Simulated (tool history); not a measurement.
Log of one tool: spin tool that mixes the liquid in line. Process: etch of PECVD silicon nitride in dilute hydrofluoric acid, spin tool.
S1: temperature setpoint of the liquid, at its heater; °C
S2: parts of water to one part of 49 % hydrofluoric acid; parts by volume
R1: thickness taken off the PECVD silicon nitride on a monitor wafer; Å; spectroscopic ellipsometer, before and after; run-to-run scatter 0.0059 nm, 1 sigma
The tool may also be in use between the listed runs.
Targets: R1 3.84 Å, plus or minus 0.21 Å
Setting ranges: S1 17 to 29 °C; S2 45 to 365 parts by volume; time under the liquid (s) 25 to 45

{"run": 1, "hour": 0.0, "S1": 21, "S2": 205, "time under the liquid (s)": 45, "R1": 4.8189}
{"run": 2, "hour": 2.9, "S1": 21, "S2": 205, "time under the liquid (s)": 25, "R1": 2.7006}
{"run": 3, "hour": 9.1, "S1": 22, "S2": 205, "time under the liquid (s)": 25, "R1": 2.9029}
{"run": 4, "hour": 17.6, "S1": 22, "S2": 205, "time under the liquid (s)": 25, "R1": 2.8681}
{"run": 5, "hour": 23.1, "S1": 22, "S2": 205, "time under the liquid (s)": 45, "R1": 5.0775}
{"run": 6, "hour": 29.1, "S1": 22, "S2": 205, "time under the liquid (s)": 45, "R1": 5.1651}
{"run": 7, "hour": 33.5, "S1": 21.5, "S2": 205, "time under the liquid (s)": 45, "R1": 4.9638}
{"run": 8, "hour": 37.1, "S1": 21, "S2": 210, "time under the liquid (s)": 45, "R1": 4.7141}
{"run": 9, "hour": 44.3, "S1": 21, "S2": 220, "time under the liquid (s)": 45, "R1": 4.4974}
{"run": 10, "hour": 46.1, "S1": 20.5, "S2": 225, "time under the liquid (s)": 45, "R1": 4.1686}
{"run": 11, "hour": 52.0, "S1": 20.5, "S2": 225, "time under the liquid (s)": 45, "R1": 4.284}

Of the 4 settings listed for the next run, only one would bring every result within its allowed miss of target. Which one?
{"run": "A", "hour": 57.9, "S1": 19, "S2": 150, "time under the liquid (s)": 35, "R1": "?"}
{"run": "B", "hour": 57.9, "S1": 25, "S2": 205, "time under the liquid (s)": 35, "R1": "?"}
{"run": "C", "hour": 57.9, "S1": 20.5, "S2": 220, "time under the liquid (s)": 40, "R1": "?"}
{"run": "D", "hour": 57.9, "S1": 23.5, "S2": 265, "time under the liquid (s)": 45, "R1": "?"}

move=A R1=4.3498
move=B R1=4.7279
move=C R1=3.7844
move=D R1=4.2921
A: moves away from the targets compared with the last run
B: moves away from the targets compared with the last run
C: meets every target
D: roughly where the last run was
C is the move that brings every result within its allowed miss.
